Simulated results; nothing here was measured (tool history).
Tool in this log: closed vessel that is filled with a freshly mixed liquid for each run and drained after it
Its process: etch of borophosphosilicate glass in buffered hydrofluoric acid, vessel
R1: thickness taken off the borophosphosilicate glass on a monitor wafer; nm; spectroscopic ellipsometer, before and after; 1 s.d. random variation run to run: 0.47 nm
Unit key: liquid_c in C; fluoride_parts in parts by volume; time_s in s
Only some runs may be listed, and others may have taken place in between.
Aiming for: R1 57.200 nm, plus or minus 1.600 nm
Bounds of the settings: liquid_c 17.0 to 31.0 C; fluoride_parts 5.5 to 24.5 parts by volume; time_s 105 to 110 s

{"run": 1, "hour": 0.0, "liquid_c": 23.0, "fluoride_parts": 15.0, "time_s": 105, "R1": 85.773}
{"run": 2, "hour": 7.8, "liquid_c": 21.5, "fluoride_parts": 15.5, "time_s": 105, "R1": 75.597}
{"run": 3, "hour": 12.5, "liquid_c": 21.5, "fluoride_parts": 15.5, "time_s": 105, "R1": 76.136}
{"run": 4, "hour": 19.7, "liquid_c": 20.0, "fluoride_parts": 15.5, "time_s": 105, "R1": 70.665}
{"run": 5, "hour": 23.6, "liquid_c": 20.0, "fluoride_parts": 15.5, "time_s": 110, "R1": 73.221}
{"run": 6, "hour": 24.3, "liquid_c": 19.0, "fluoride_parts": 15.5, "time_s": 110, "R1": 69.662}
{"run": 7, "hour": 28.7, "liquid_c": 18.5, "fluoride_parts": 16.0, "time_s": 110, "R1": 64.809}
{"run": 8, "hour": 35.0, "liquid_c": 18.0, "fluoride_parts": 16.0, "time_s": 110, "R1": 63.165}

Next run, 5 choices. One meets every target within its allowed miss, the rest don't. Which?
{"run": "A", "hour": 41.3, "liquid_c": 20.0, "fluoride_parts": 15.0, "time_s": 105, "R1": "?"}
{"run": "B", "hour": 41.3, "liquid_c": 19.5, "fluoride_parts": 16.5, "time_s": 110, "R1": "?"}
{"run": "C", "hour": 41.3, "liquid_c": 20.5, "fluoride_parts": 17.0, "time_s": 105, "R1": "?"}
{"run": "D", "hour": 41.3, "liquid_c": 20.0, "fluoride_parts": 16.5, "time_s": 110, "R1": "?"}
{"run": "E", "hour": 41.3, "liquid_c": 20.0, "fluoride_parts": 19.0, "time_s": 105, "R1": "?"}

move=A R1=72.023
move=B R1=66.784
move=C R1=65.421
move=D R1=68.664
move=E R1=56.993
A: the biggest miss grows against the last run
B: the biggest miss grows against the last run
C: the biggest miss grows against the last run
D: the biggest miss grows against the last run
E: in spec on every target
So the answer is move E, the one that meets all the targets.

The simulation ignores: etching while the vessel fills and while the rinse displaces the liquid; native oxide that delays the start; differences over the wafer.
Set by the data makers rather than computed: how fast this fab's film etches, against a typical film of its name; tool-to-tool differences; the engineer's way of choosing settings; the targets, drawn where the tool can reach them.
